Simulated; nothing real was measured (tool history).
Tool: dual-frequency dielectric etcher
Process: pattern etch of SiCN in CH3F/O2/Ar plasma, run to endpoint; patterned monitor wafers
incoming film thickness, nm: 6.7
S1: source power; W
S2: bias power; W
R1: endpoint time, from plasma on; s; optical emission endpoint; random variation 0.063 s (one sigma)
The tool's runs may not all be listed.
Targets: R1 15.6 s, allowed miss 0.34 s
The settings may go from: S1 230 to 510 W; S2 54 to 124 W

| run | hour | S1 | S2 | R1 |
|---|---|---|---|---|
| 1 | 0 | 370 | 89 | 17.905 |
| 2 | 5.1 | 350 | 89 | 18.303 |
| 3 | 7.9 | 350 | 82 | 18.993 |
| 4 | 10.7 | 370 | 83 | 18.435 |
| 5 | 15.2 | 370 | 74 | 19.043 |
| 6 | 18.8 | 310 | 74 | 20.915 |
| 7 | 20.1 | 330 | 75 | 20.294 |
| 8 | 28.9 | 350 | 76 | 19.452 |
| 9 | 37.7 | 370 | 77 | 18.934 |
| 10 | 38.5 | 380 | 78 | 18.612 |
| 11 | 47.5 | 390 | 79 | 18.365 |
| 12 | 55.7 | 400 | 80 | 18.06 |

5 next moves are on the table. One of them brings every result within its allowed miss. Which?
| A | 63.9 | 490 | 103 | ? |
| B | 63.9 | 460 | 100 | ? |
| C | 63.9 | 380 | 95 | ? |
| D | 63.9 | 400 | 90 | ? |
| E | 63.9 | 510 | 104 | ? |

| move | R1 |
|---|---|
| A | 15 |
| B | 15.585 |
| C | 17.281 |
| D | 17.236 |
| E | 14.693 |
A: takes the result that was furthest off past its target
B: meets every target
C: nearer than the last run, and not there yet
D: nearer than the last run, and not there yet
E: takes the result that was furthest off past its target
Answer: B

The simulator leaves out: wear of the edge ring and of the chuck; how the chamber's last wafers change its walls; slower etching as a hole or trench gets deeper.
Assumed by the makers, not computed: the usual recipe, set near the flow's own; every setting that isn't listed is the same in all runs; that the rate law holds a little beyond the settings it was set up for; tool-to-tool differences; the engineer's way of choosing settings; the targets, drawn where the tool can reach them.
